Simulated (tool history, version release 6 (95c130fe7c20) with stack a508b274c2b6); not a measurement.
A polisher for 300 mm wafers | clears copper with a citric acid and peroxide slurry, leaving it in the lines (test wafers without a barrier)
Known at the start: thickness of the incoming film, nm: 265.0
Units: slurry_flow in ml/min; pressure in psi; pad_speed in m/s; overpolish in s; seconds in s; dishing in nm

Run 1, day 0: slurry_flow 295 ml/min, pressure 4.1 psi, pad_speed 1.16 m/s, slurry_solids 1, overpolish 19 s. Result: seconds 91.036 s, dishing 37.77 nm.
Run 2, day 0.279: slurry_flow 295 ml/min, pressure 4.4 psi, pad_speed 1.16 m/s, slurry_solids 1, overpolish 16 s. Result: seconds 84.241 s, dishing 33.967 nm.
Run 3, day 0.354: slurry_flow 235 ml/min, pressure 4.4 psi, pad_speed 1.16 m/s, slurry_solids 1, overpolish 16 s. Result: seconds 86.07 s, dishing 33.374 nm.
Run 4, day 0.721: slurry_flow 240 ml/min, pressure 4.6 psi, pad_speed 1.16 m/s, slurry_solids 1, overpolish 15 s. Result: seconds 83.09 s, dishing 33.384 nm.
Run 5, day 1.075: slurry_flow 240 ml/min, pressure 5 psi, pad_speed 1.16 m/s, slurry_solids 1, overpolish 15 s. Result: seconds 76.501 s, dishing 35.682 nm.
Run 6, day 1.183: slurry_flow 245 ml/min, pressure 5.1 psi, pad_speed 1.16 m/s, slurry_solids 1, overpolish 14 s. Result: seconds 75.321 s, dishing 34.272 nm.
Run 7, day 1.383: slurry_flow 250 ml/min, pressure 5.6 psi, pad_speed 1.16 m/s, slurry_solids 1, overpolish 8 s. Result: seconds 69.507 s, dishing 23.126 nm.
At day 1.446: slurry blender recalibrated.
Run 8, day 1.446: slurry_flow 245 ml/min, pressure 5.6 psi, pad_speed 1.16 m/s, slurry_solids 1, overpolish 9 s. Result: seconds 67.366 s, dishing 26.196 nm.

Forecast run 9:
Run 9, day 1.7: slurry_flow 240 ml/min, pressure 5.6 psi, pad_speed 1.16 m/s, slurry_solids 1, overpolish 10 s. Result: seconds ?, dishing ?.

seconds: 67.109 s
dishing: 28.798 nm
